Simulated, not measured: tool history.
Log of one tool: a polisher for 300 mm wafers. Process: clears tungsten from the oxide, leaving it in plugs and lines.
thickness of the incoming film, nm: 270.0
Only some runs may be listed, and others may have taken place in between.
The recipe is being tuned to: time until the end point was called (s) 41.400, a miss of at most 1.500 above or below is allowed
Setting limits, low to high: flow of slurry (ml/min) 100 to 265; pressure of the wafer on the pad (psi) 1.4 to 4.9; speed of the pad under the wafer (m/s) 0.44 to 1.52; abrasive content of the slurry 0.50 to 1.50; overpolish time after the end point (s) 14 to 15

run	day	flow of slurry (ml/min)	pressure of the wafer on the pad (psi)	speed of the pad under the wafer (m/s)	abrasive content of the slurry	overpolish time after the end point (s)	time until the end point was called (s)
1	0.000	170	3.1	0.98	1.00	14	69.750
2	0.217	170	2.4	0.98	1.00	14	88.160
3	0.433	170	2.9	0.98	1.00	14	73.997
4	0.479	170	3.2	0.98	1.00	14	67.810
5	0.671	175	3.7	0.98	1.00	14	59.000
6	0.762	175	4.1	0.98	1.00	14	54.645
7	1.117	180	4.4	1.00	1.00	14	47.997
8	1.146	200	4.9	1.00	1.00	14	43.413

5 next moves are on the table. One of them brings every result within its allowed miss. Which?
A	1.175	215	4.9	1.18	1.00	14	?
B	1.175	205	4.9	1.18	0.95	14	?
C	1.175	210	4.9	1.02	1.10	14	?
D	1.175	190	4.9	1.18	0.95	14	?
E	1.175	240	4.5	1.02	0.90	14	?

move	time until the end point was called (s)
A	37.457
B	38.150
C	40.883
D	38.566
E	45.780
A: takes the result that was furthest off past its target
B: takes the result that was furthest off past its target
C: meets every target
D: takes the result that was furthest off past its target
E: lands further from the targets than the last run did
The move that meets every target is C.

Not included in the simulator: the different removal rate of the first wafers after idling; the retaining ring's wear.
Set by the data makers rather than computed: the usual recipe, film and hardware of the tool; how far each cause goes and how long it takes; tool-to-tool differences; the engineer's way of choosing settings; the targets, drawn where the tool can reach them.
